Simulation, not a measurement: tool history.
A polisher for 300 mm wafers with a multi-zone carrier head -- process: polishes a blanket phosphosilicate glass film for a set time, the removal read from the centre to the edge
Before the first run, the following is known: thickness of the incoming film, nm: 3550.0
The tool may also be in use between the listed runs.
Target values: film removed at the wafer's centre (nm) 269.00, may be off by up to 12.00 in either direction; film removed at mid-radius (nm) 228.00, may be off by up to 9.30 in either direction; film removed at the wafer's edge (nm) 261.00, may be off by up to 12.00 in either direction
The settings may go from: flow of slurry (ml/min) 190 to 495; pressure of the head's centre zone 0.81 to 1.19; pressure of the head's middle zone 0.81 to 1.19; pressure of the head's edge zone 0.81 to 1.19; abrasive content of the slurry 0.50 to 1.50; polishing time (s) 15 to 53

run  hour  flow of slurry (ml/min)  pressure of the head's centre zone  pressure of the head's middle zone  pressure of the head's edge zone  abrasive content of the slurry  polishing time (s)  film removed at the wafer's centre (nm)  film removed at mid-radius (nm)  film removed at the wafer's edge (nm)
  1   0.0                      320                                1.00                                1.00                              1.00                            1.00                  34                                   279.34                           277.62                                 283.60
  2   5.9                      320                                1.01                                0.96                              0.99                            0.95                  34                                   277.63                           263.24                                 277.67
  3  10.3                      320                                1.02                                0.93                              0.98                            0.90                  34                                   275.93                           249.94                                 262.89
  4  13.0                      315                                1.02                                0.90                              0.99                            0.90                  34                                   276.24                           245.14                                 268.26
  5  15.7                      315                                1.02                                0.90                              0.90                            0.90                  34                                   276.72                           243.63                                 256.84
  6  24.3                      315                                1.02                                0.90                              0.90                            0.90                  38                                   308.55                           271.45                                 290.23
  7  29.8                      305                                0.98                                0.81                              0.89                            0.65                  38                                   248.39                           217.74                                 243.05
  8  31.5                      305                                0.99                                0.81                              0.91                            0.65                  38                                   261.07                           215.82                                 247.61
  9  32.2                      305                                0.99                                0.82                              0.92                            0.65                  38                                   257.17                           215.75                                 251.38

Exercise: of the 4 proposed moves below, exactly one satisfies all targets within the stated allowed misses. Which move is it?
  A  32.9                      255                                0.98                                0.82                              1.01                            0.60                  37                                        ?                                ?                                      ?
  B  32.9                      255                                1.04                                0.88                              1.02                            1.00                  32                                        ?                                ?                                      ?
  C  32.9                      345                                1.07                                0.83                              0.99                            0.85                  31                                        ?                                ?                                      ?
  D  32.9                      350                                1.03                                0.93                              0.81                            0.70                  36                                        ?                                ?                                      ?

move  film removed at the wafer's centre (nm)  film removed at mid-radius (nm)  film removed at the wafer's edge (nm)
   A                                   238.92                           197.85                                 239.04
   B                                   274.74                           226.91                                 259.82
   C                                   263.02                           200.71                                 236.45
   D                                   270.31                           235.39                                 229.79
A: lands further from the targets than the last run did
B: hits every target within its allowed miss
C: lands further from the targets than the last run did
D: the furthest-off result lands on target, but another misses its tolerance
B is the move that brings every result within its allowed miss.
